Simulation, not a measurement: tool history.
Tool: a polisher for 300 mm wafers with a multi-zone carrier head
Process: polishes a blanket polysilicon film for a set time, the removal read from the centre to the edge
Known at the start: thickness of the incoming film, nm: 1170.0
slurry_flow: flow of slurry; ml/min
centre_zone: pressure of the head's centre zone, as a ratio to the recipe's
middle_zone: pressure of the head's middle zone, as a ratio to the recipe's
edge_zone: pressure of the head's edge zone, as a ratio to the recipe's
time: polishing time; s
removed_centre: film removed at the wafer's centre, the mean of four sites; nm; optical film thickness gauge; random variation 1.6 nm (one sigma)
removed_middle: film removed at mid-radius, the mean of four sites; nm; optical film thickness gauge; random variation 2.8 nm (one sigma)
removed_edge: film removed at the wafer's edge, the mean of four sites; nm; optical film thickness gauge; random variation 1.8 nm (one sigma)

Run 1, hour 0: slurry_flow 235 ml/min, centre_zone 1, middle_zone 1, edge_zone 1, time 35 s. Result: removed_centre 240.9 nm, removed_middle 239.51 nm, removed_edge 243.14 nm.
Run 2, hour 7.4: slurry_flow 245 ml/min, centre_zone 0.98, middle_zone 1.03, edge_zone 1.01, time 35 s. Result: removed_centre 243.1 nm, removed_middle 248.26 nm, removed_edge 243.37 nm.
Run 3, hour 10.5: slurry_flow 195 ml/min, centre_zone 0.98, middle_zone 1.03, edge_zone 1.01, time 35 s. Result: removed_centre 230.83 nm, removed_middle 240.51 nm, removed_edge 235.69 nm.
Run 4, hour 18: slurry_flow 195 ml/min, centre_zone 0.92, middle_zone 1.03, edge_zone 1.01, time 35 s. Result: removed_centre 218.82 nm, removed_middle 238.13 nm, removed_edge 236.72 nm.
Run 5, hour 26: slurry_flow 210 ml/min, centre_zone 0.91, middle_zone 1.06, edge_zone 1.03, time 35 s. Result: removed_centre 217.12 nm, removed_middle 247.53 nm, removed_edge 242.78 nm.
Run 6, hour 29.7: slurry_flow 225 ml/min, centre_zone 0.91, middle_zone 1.08, edge_zone 1.03, time 35 s. Result: removed_centre 217.88 nm, removed_middle 250.04 nm, removed_edge 244.15 nm.
Run 7, hour 31.8: slurry_flow 235 ml/min, centre_zone 0.9, middle_zone 1.1, edge_zone 1.02, time 35 s. Result: removed_centre 217.44 nm, removed_middle 259.74 nm, removed_edge 243.96 nm.
Run 8, hour 34.8: slurry_flow 250 ml/min, centre_zone 0.9, middle_zone 1.11, edge_zone 1.03, time 35 s. Result: removed_centre 221.32 nm, removed_middle 257.75 nm, removed_edge 247.74 nm.

Run 9 comes next. What will it give?
Run 9, hour 40.8: slurry_flow 255 ml/min, centre_zone 0.89, middle_zone 1.12, edge_zone 1.02, time 35 s. Result: removed_centre ?, removed_middle ?, removed_edge ?.

Run 9 gave removed_centre 219.28 nm, removed_middle 264.82 nm, removed_edge 247.56 nm.

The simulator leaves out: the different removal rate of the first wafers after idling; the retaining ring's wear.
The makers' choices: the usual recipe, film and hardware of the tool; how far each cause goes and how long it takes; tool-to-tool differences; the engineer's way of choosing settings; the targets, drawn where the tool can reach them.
